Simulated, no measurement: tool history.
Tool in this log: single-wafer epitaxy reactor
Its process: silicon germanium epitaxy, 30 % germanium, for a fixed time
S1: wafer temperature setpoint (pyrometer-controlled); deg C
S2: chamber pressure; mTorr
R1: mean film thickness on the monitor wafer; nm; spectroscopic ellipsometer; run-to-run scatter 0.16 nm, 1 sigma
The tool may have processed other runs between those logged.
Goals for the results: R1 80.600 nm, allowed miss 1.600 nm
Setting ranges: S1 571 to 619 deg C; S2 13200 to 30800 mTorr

Run 1, hour 0.0: S1 595 deg C, S2 22000 mTorr. Result: R1 59.751 nm.
Run 2, hour 7.5: S1 599 deg C, S2 22100 mTorr. Result: R1 64.086 nm.
Run 3, hour 9.3: S1 599 deg C, S2 25900 mTorr. Result: R1 70.239 nm.
Run 4, hour 17.9: S1 601 deg C, S2 25900 mTorr. Result: R1 72.670 nm.
Run 5, hour 25.0: S1 601 deg C, S2 23800 mTorr. Result: R1 69.040 nm.
Run 6, hour 32.7: S1 603 deg C, S2 23800 mTorr. Result: R1 71.463 nm.
Run 7, hour 36.8: S1 605 deg C, S2 23800 mTorr. Result: R1 73.634 nm.
Run 8, hour 40.0: S1 606 deg C, S2 23800 mTorr. Result: R1 74.542 nm.
Run 9, hour 46.1: S1 607 deg C, S2 23800 mTorr. Result: R1 76.000 nm.
Run 10, hour 48.0: S1 608 deg C, S2 23800 mTorr. Result: R1 77.142 nm.
Run 11, hour 49.8: S1 609 deg C, S2 23800 mTorr. Result: R1 78.379 nm.

Pick the move, out of 5, that brings all results within their allowed miss; only one does.
Run A, hour 51.6: S1 604 deg C, S2 25100 mTorr. Result: R1 ?.
Run B, hour 51.6: S1 607 deg C, S2 24900 mTorr. Result: R1 ?.
Run C, hour 51.6: S1 608 deg C, S2 25400 mTorr. Result: R1 ?.
Run D, hour 51.6: S1 611 deg C, S2 21800 mTorr. Result: R1 ?.
Run E, hour 51.6: S1 610 deg C, S2 22400 mTorr. Result: R1 ?.

move      R1
   A  74.712
   B  77.976
   C  80.104
   D  76.811
   E  76.861
A: lands further from the targets than the last run did
B: lands further from the targets than the last run did
C: all results land within tolerance of their targets
D: lands further from the targets than the last run did
E: lands further from the targets than the last run did
So the answer is move C, the one that meets all the targets.
